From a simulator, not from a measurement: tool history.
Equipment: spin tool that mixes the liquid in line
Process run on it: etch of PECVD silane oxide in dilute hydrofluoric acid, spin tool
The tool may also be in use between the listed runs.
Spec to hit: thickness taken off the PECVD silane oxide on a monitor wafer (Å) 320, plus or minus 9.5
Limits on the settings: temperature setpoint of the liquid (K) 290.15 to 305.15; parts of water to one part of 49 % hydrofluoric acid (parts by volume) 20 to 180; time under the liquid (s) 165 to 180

run,hour,temperature setpoint of the liquid (K),parts of water to one part of 49 % hydrofluoric acid (parts by volume),time under the liquid (s),thickness taken off the PECVD silane oxide on a monitor wafer (Å)
1,0,297.15,100,165,567.65
2,5.3,294.15,100,165,506.41
3,11.8,294.15,100,180,538.51
4,16.2,294.15,100,165,499.08
5,22.2,293.15,100,165,479.52
6,25.6,294.65,100,165,519.2
7,28.9,294.15,105,165,474.23
8,37.6,293.65,110,165,447.55
9,44.8,293.15,115,165,405.65
10,47.5,292.65,115,165,400.42
# hour 54.4: thermometer replaced
11,54.4,292.15,115,165,369.18
12,61.6,291.65,115,165,361.84
13,66.6,290.65,115,165,345.38

Consider the 4 candidate settings below. Which is the only one whose results all fall within their allowed miss of target?
A,71.6,290.65,130,175,?
B,71.6,290.15,110,165,?
C,71.6,291.65,125,170,?
D,71.6,290.65,115,175,?

move,thickness taken off the PECVD silane oxide on a monitor wafer (Å)
A,318.12
B,354.3
C,336.61
D,365.15
A: all results in spec
B: its largest miss is bigger than the last run's
C: closes in on the targets versus the last run, not all within tolerance yet
D: its largest miss is bigger than the last run's
The right move is A.
